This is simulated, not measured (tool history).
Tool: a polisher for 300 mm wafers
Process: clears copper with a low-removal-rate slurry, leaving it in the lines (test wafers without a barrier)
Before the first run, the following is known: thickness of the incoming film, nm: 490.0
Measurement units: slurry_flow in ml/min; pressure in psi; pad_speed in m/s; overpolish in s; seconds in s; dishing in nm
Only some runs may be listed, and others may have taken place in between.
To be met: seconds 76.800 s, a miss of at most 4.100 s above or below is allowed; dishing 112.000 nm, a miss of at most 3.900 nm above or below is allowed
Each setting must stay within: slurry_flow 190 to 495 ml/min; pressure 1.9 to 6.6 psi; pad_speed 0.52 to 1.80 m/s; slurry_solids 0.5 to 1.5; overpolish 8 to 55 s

run 1 hour=0.0 | slurry_flow=320 pressure=4.2 pad_speed=1.16 slurry_solids=1.0 overpolish=28 | seconds=106.240 dishing=71.882
run 2 hour=6.0 | slurry_flow=320 pressure=4.2 pad_speed=1.28 slurry_solids=1.0 overpolish=28 | seconds=94.621 dishing=77.697
run 3 hour=12.8 | slurry_flow=320 pressure=4.4 pad_speed=1.28 slurry_solids=1.0 overpolish=30 | seconds=93.032 dishing=82.282
run 4 hour=18.9 | slurry_flow=320 pressure=4.7 pad_speed=1.28 slurry_solids=1.0 overpolish=32 | seconds=87.376 dishing=89.911
run 5 hour=21.7 | slurry_flow=320 pressure=4.9 pad_speed=1.28 slurry_solids=1.0 overpolish=34 | seconds=84.333 dishing=95.627
run 6 hour=24.5 | slurry_flow=320 pressure=5.0 pad_speed=1.28 slurry_solids=1.0 overpolish=35 | seconds=83.864 dishing=100.610
run 7 hour=30.7 | slurry_flow=320 pressure=5.1 pad_speed=1.28 slurry_solids=1.0 overpolish=35 | seconds=81.393 dishing=99.768
run 8 hour=33.2 | slurry_flow=320 pressure=5.2 pad_speed=1.28 slurry_solids=1.0 overpolish=36 | seconds=80.855 dishing=103.090
run 9 hour=38.8 | slurry_flow=320 pressure=5.3 pad_speed=1.28 slurry_solids=1.0 overpolish=37 | seconds=79.379 dishing=105.370
run 10 hour=41.3 | slurry_flow=320 pressure=5.3 pad_speed=1.28 slurry_solids=1.0 overpolish=38 | seconds=78.471 dishing=106.770
run 11 hour=49.5 | slurry_flow=320 pressure=5.3 pad_speed=1.28 slurry_solids=1.0 overpolish=39 | seconds=80.111 dishing=107.700

Below are 4 possible settings for the next run. Only one of them brings all results inside the allowed miss of their targets. Which is it?
run A hour=57.7 | slurry_flow=280 pressure=5.7 pad_speed=1.26 slurry_solids=0.9 overpolish=40 | seconds=? dishing=?
run B hour=57.7 | slurry_flow=275 pressure=5.6 pad_speed=1.28 slurry_solids=1.0 overpolish=34 | seconds=? dishing=?
run C hour=57.7 | slurry_flow=365 pressure=3.8 pad_speed=1.80 slurry_solids=0.7 overpolish=37 | seconds=? dishing=?
run D hour=57.7 | slurry_flow=365 pressure=5.7 pad_speed=1.22 slurry_solids=1.0 overpolish=34 | seconds=? dishing=?

move=A seconds=76.527 dishing=110.920
move=B seconds=74.512 dishing=103.700
move=C seconds=84.456 dishing=97.793
move=D seconds=74.809 dishing=103.640
A: all results in spec
B: lands further from the targets than the last run did
C: lands further from the targets than the last run did
D: lands further from the targets than the last run did
The right move is A.
